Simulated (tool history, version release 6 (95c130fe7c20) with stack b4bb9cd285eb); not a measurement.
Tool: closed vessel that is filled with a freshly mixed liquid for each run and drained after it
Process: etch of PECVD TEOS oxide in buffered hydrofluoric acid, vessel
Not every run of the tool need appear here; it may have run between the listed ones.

run,hour,temperature setpoint of the liquid (C),parts of 40 % ammonium fluoride to one part of 49 % hydrofluoric acid (parts by volume),time in the liquid (s),thickness taken off the PECVD TEOS oxide on a monitor wafer (nm)
1,0,24,16.5,90,137.55
2,9.2,24,14,90,162.76
3,14.5,24,14,100,179.7
4,22.1,22,17,100,133.32
5,29.1,20.5,18.5,100,114.15
6,33.3,23,18.5,100,129.49
7,35.8,21,19.5,100,108.7
8,39.7,19.5,20.5,100,97.172
9,44.2,18.5,21.5,100,88.76
10,50,18,22,100,85.317

Run 11 has not been measured yet. What should we expect?
11,52.4,17.5,22.5,100,?

Run 11 gave thickness taken off the PECVD TEOS oxide on a monitor wafer (nm) 80.912.
